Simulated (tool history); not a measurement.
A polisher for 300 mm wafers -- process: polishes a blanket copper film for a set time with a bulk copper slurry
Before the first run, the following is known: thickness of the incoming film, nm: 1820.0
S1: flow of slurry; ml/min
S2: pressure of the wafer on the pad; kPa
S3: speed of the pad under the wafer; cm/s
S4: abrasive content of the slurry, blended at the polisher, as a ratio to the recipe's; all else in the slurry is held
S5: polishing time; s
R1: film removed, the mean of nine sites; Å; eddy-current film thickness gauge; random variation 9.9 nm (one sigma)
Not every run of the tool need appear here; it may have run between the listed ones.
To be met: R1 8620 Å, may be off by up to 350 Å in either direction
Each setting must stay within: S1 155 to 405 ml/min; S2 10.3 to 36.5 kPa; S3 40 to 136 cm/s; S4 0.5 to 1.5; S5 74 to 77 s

run    day   S1    S2  S3    S4  S5      R1
  1      0  260  23.4  88     1  74  6000.7
  2  0.242  260  24.8  88     1  74  6307.7
  3    0.4  235  24.8  88     1  74  6428.1
  4  0.725  235  24.8  88   1.2  74  6668.4
  5  1.083  235  24.8  96   1.2  74  6906.7
  6  1.433  235  24.8  96  1.35  74  7171.8
  7  1.529  235  24.8  96  1.35  74  7281.4
  8  1.558  235  24.8  96  1.35  74  7243.4
  9  1.583  235  25.5  96  1.35  74  7441.6

Of the 5 settings listed for the next run, only one would bring every result within its allowed miss of target. Which one?
  A  1.608  205  25.5  100   1.5  77   ?
  B  1.608  285    31  102  1.15  77   ?
  C  1.608  170    29   96  1.45  77   ?
  D  1.608  245  26.2   96   1.4  77   ?
  E  1.608  225    29   86   1.5  74   ?

move      R1
   A  7944.4
   B  9450.7
   C  8485.8
   D  7934.4
   E  7859.5
A: gains on the last run, yet a result remains outside its allowed miss
B: takes the result that was furthest off past its target
C: in spec on every target
D: gains on the last run, yet a result remains outside its allowed miss
E: gains on the last run, yet a result remains outside its allowed miss
The right move is C.

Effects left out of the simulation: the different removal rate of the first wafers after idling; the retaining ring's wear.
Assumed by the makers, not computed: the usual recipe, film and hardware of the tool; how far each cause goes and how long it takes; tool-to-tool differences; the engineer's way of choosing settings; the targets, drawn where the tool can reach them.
